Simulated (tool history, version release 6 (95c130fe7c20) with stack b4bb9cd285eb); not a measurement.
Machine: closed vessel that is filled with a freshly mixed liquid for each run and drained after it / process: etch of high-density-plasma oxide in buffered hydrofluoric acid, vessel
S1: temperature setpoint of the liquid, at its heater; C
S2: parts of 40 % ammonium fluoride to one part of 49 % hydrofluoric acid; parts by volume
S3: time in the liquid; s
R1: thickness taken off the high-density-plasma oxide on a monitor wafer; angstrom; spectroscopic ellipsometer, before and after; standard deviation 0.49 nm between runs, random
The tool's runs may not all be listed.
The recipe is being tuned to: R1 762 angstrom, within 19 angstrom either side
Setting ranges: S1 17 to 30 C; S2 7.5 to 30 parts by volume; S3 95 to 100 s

run 1 day=0 | S1=22 S2=22 S3=95 | R1=520.18
run 2 day=0.154 | S1=23 S2=22 S3=95 | R1=549.28
run 3 day=0.425 | S1=23 S2=18 S3=95 | R1=651.46
run 4 day=0.675 | S1=23 S2=12 S3=95 | R1=981.86
run 5 day=0.992 | S1=22 S2=12 S3=95 | R1=924.13
run 6 day=1.121 | S1=22 S2=12 S3=95 | R1=922.12
run 7 day=1.375 | S1=21.5 S2=12 S3=95 | R1=888.37
run 8 day=1.754 | S1=21 S2=12 S3=95 | R1=875.74
run 9 day=1.817 | S1=20.5 S2=12 S3=95 | R1=842.33
run 10 day=2.112 | S1=20 S2=12 S3=95 | R1=817.84
run 11 day=2.15 | S1=19.5 S2=12 S3=95 | R1=801.09

Next run, 5 choices. One meets every target within its allowed miss, the rest don't. Which?
run A day=2.188 | S1=21 S2=13.5 S3=100 | R1=?
run B day=2.188 | S1=17 S2=11.5 S3=100 | R1=?
run C day=2.188 | S1=19.5 S2=12.5 S3=100 | R1=?
run D day=2.188 | S1=17 S2=10 S3=95 | R1=?
run E day=2.188 | S1=19.5 S2=12 S3=100 | R1=?

move=A R1=810.55
move=B R1=756.82
move=C R1=803.71
move=D R1=824.01
move=E R1=836.48
A: moves away from the targets compared with the last run
B: all results land within tolerance of their targets
C: moves away from the targets compared with the last run
D: moves away from the targets compared with the last run
E: moves away from the targets compared with the last run
Move B is the one to make.

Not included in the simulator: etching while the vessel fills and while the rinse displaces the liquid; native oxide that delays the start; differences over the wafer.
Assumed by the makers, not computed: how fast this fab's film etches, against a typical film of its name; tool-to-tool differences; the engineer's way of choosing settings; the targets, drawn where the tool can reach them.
